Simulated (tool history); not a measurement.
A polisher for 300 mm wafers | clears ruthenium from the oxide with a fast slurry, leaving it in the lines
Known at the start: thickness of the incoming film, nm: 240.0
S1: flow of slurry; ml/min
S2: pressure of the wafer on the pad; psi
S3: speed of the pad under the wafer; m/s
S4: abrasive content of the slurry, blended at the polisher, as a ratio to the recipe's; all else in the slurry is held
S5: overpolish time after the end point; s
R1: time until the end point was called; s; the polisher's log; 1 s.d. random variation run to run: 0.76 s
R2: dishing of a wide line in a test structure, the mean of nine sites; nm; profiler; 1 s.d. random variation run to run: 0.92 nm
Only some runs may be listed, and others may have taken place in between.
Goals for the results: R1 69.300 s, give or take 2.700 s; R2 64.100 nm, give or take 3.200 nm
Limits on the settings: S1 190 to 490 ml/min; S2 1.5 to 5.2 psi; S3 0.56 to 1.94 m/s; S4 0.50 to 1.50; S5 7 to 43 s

run,hour,S1,S2,S3,S4,S5,R1,R2
1,0.0,315,3.3,1.24,1.00,22,34.829,104.480
2,2.4,315,3.3,1.24,0.90,22,37.091,99.756
3,10.3,350,3.3,1.24,0.90,22,36.476,99.537
4,14.0,350,2.9,1.22,0.90,22,42.459,91.128
5,18.2,350,2.9,1.22,0.80,22,44.471,85.559
6,21.0,350,2.5,1.22,0.80,22,52.108,75.295
7,29.6,345,2.3,1.22,0.80,22,56.741,69.279
8,35.2,335,2.2,1.22,0.80,23,58.214,70.647
9,42.7,335,2.1,1.22,0.80,23,60.827,68.276
10,51.0,330,2.0,1.22,0.80,23,63.063,65.313
11,59.9,325,2.0,1.22,0.80,23,63.582,63.843
12,62.2,315,2.0,1.22,0.80,24,64.135,68.767
13,62.8,310,2.0,1.22,0.80,24,63.696,68.144

Pick the move, out of 4, that brings all results within their allowed miss; only one does.
A,63.4,310,1.7,1.20,0.95,24,?,?
B,63.4,270,1.5,1.46,0.90,27,?,?
C,63.4,350,2.9,0.96,0.90,17,?,?
D,63.4,335,2.3,1.36,0.55,27,?,?

move,R1,R2
A,69.560,63.663
B,67.193,72.296
C,52.909,59.920
D,65.309,74.001
A: in spec on every target
B: brings the last run's worst result on target, with another outside its allowed miss
C: further off than the last run
D: further off than the last run
A meets every target.

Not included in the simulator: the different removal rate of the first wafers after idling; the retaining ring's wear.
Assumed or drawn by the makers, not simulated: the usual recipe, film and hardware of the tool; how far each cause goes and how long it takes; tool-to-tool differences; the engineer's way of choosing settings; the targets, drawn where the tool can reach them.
